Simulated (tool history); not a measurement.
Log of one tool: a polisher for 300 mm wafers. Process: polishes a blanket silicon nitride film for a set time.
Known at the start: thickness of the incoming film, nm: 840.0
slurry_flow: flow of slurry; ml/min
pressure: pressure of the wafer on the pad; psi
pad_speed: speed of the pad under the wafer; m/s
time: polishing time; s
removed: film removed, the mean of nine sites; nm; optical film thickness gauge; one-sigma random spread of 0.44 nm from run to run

{"run": 1, "hour": 0.0, "slurry_flow": 210, "pressure": 2.3, "pad_speed": 1.22, "time": 59, "removed": 83.356}
{"run": 2, "hour": 6.2, "slurry_flow": 210, "pressure": 2.2, "pad_speed": 1.22, "time": 59, "removed": 80.25}
{"run": 3, "hour": 14.8, "slurry_flow": 210, "pressure": 2.1, "pad_speed": 1.22, "time": 59, "removed": 76.07}
{"run": 4, "hour": 21.0, "slurry_flow": 210, "pressure": 2.0, "pad_speed": 1.22, "time": 59, "removed": 72.767}
{"run": 5, "hour": 28.0, "slurry_flow": 160, "pressure": 2.0, "pad_speed": 1.22, "time": 59, "removed": 70.156}
{"run": 6, "hour": 35.3, "slurry_flow": 205, "pressure": 2.0, "pad_speed": 1.22, "time": 59, "removed": 73.111}

Run 7 is up next; what results do you expect?
{"run": 7, "hour": 42.8, "slurry_flow": 200, "pressure": 1.9, "pad_speed": 1.22, "time": 59, "removed": "?"}

For run 7 the tool returned removed 69.593 nm.
